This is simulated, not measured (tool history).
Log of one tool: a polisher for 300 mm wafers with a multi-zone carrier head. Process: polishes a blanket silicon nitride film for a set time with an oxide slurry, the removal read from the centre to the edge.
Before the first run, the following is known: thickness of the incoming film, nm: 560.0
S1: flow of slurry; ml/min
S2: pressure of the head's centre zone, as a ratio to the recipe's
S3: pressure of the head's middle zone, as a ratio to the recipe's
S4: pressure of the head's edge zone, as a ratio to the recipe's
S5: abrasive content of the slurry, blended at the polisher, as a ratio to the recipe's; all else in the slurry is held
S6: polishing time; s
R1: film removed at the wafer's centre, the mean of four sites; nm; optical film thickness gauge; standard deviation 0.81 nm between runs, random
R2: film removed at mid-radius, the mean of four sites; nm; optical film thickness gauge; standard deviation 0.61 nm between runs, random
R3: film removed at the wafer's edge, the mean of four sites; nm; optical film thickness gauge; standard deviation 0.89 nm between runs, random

Run 1, day 0: S1 265 ml/min, S2 1, S3 1, S4 1, S5 1, S6 81 s. Result: R1 56.558 nm, R2 57.776 nm, R3 60.006 nm.
Run 2, day 0.217: S1 280 ml/min, S2 1, S3 1.05, S4 1, S5 1.1, S6 81 s. Result: R1 61.514 nm, R2 63.129 nm, R3 63.128 nm.
Run 3, day 0.342: S1 280 ml/min, S2 1, S3 1.05, S4 1, S5 0.95, S6 81 s. Result: R1 56.971 nm, R2 58.62 nm, R3 58.361 nm.
Run 4, day 0.704: S1 330 ml/min, S2 1, S3 1.05, S4 1, S5 0.95, S6 81 s. Result: R1 57.228 nm, R2 60.609 nm, R3 58.597 nm.
Run 5, day 0.779: S1 340 ml/min, S2 0.99, S3 1.08, S4 1.01, S5 1.05, S6 81 s. Result: R1 58.058 nm, R2 64.658 nm, R3 62.065 nm.
Run 6, day 0.938: S1 340 ml/min, S2 0.99, S3 1.08, S4 1.01, S5 1.05, S6 101 s. Result: R1 74.137 nm, R2 80.844 nm, R3 77.871 nm.
Run 7, day 1.158: S1 350 ml/min, S2 0.98, S3 1.1, S4 1, S5 1.05, S6 101 s. Result: R1 74.087 nm, R2 81.576 nm, R3 76.372 nm.
Run 8, day 1.358: S1 355 ml/min, S2 0.97, S3 1.12, S4 1, S5 1.05, S6 101 s. Result: R1 72.701 nm, R2 84.061 nm, R3 77.424 nm.

Run 9 is up next; what results do you expect?
Run 9, day 1.617: S1 360 ml/min, S2 0.97, S3 1.13, S4 0.99, S5 1.05, S6 101 s. Result: R1 ?, R2 ?, R3 ?.

Logged for run 9: R1 74.132 nm, R2 83.132 nm, R3 77.827 nm.

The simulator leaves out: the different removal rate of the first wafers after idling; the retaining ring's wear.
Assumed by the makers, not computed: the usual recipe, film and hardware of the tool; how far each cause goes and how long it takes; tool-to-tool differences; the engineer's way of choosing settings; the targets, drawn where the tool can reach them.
